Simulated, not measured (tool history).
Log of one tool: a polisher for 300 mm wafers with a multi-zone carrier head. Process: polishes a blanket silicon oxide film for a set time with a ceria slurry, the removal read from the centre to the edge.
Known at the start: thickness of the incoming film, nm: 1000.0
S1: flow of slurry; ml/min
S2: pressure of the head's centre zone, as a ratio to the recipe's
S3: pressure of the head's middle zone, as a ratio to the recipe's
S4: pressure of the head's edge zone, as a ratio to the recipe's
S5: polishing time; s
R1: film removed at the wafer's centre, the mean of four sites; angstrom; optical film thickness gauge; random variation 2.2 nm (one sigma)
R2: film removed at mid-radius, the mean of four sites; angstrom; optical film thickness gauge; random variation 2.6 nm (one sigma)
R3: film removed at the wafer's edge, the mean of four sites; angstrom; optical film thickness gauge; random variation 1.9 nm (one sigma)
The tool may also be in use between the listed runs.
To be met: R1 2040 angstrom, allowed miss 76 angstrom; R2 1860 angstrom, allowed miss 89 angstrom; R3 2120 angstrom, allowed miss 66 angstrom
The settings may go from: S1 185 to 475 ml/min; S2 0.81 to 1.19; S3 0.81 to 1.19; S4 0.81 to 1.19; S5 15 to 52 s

run 1 hour=0 | S1=305 S2=1 S3=1 S4=1 S5=33 | R1=1439.4 R2=1407 R3=1430.7
run 2 hour=2.9 | S1=345 S2=1 S3=1 S4=1 S5=33 | R1=1436.6 R2=1432.2 R3=1406.4
run 3 hour=5.2 | S1=345 S2=1 S3=1 S4=0.93 S5=33 | R1=1438.1 R2=1486.2 R3=1397
run 4 hour=7.7 | S1=345 S2=1.07 S3=1 S4=0.93 S5=33 | R1=1541.9 R2=1461.3 R3=1361.4
run 5 hour=11 | S1=420 S2=1.07 S3=1 S4=0.93 S5=33 | R1=1534.7 R2=1486.6 R3=1412.6
run 6 hour=18.6 | S1=430 S2=1.06 S3=0.99 S4=0.96 S5=35 | R1=1645.2 R2=1572.7 R3=1483.7
run 7 hour=26.3 | S1=425 S2=1.03 S3=0.96 S4=0.99 S5=37 | R1=1712.1 R2=1606.9 R3=1619.5
run 8 hour=27.1 | S1=425 S2=1.02 S3=0.95 S4=1.01 S5=38 | R1=1710.4 R2=1618.8 R3=1643.5
run 9 hour=28.1 | S1=425 S2=1.01 S3=0.94 S4=1.03 S5=39 | R1=1753.3 R2=1640.1 R3=1737.2
run 10 hour=29.6 | S1=425 S2=1.01 S3=0.94 S4=1.04 S5=40 | R1=1782.4 R2=1707 R3=1806.9
run 11 hour=37.4 | S1=425 S2=1.02 S3=0.94 S4=1.05 S5=41 | R1=1858.5 R2=1744.1 R3=1844.7
run 12 hour=43.5 | S1=425 S2=1.02 S3=0.93 S4=1.06 S5=42 | R1=1911.3 R2=1776.2 R3=1901.2
run 13 hour=48.9 | S1=425 S2=1.02 S3=0.93 S4=1.07 S5=43 | R1=1944.5 R2=1825.5 R3=1951.6
run 14 hour=54.5 | S1=425 S2=1.02 S3=0.92 S4=1.08 S5=43 | R1=1940.2 R2=1794.8 R3=1956.5

Which of these 5 next moves meets every target?
run A hour=60.1 | S1=470 S2=0.88 S3=0.81 S4=1.19 S5=45 | R1=? R2=? R3=?
run B hour=60.1 | S1=460 S2=1.01 S3=0.9 S4=1.15 S5=45 | R1=? R2=? R3=?
run C hour=60.1 | S1=445 S2=1.09 S3=0.95 S4=1 S5=43 | R1=? R2=? R3=?
run D hour=60.1 | S1=425 S2=0.98 S3=0.95 S4=1.01 S5=43 | R1=? R2=? R3=?
run E hour=60.1 | S1=445 S2=1.15 S3=1.08 S4=0.94 S5=40 | R1=? R2=? R3=?

move=A R1=1811.5 R2=1715.3 R3=2137.2
move=B R1=2079.8 R2=1866.9 R3=2094.8
move=C R1=2142 R2=1862.1 R3=1862.5
move=D R1=1918.3 R2=1857.8 R3=1867.4
move=E R1=2104.9 R2=1930.2 R3=1679.4
A: brings the result that was furthest off to its target, and leaves another outside
B: meets every target
C: further off than the last run
D: further off than the last run
E: further off than the last run
Move B is the one to make.
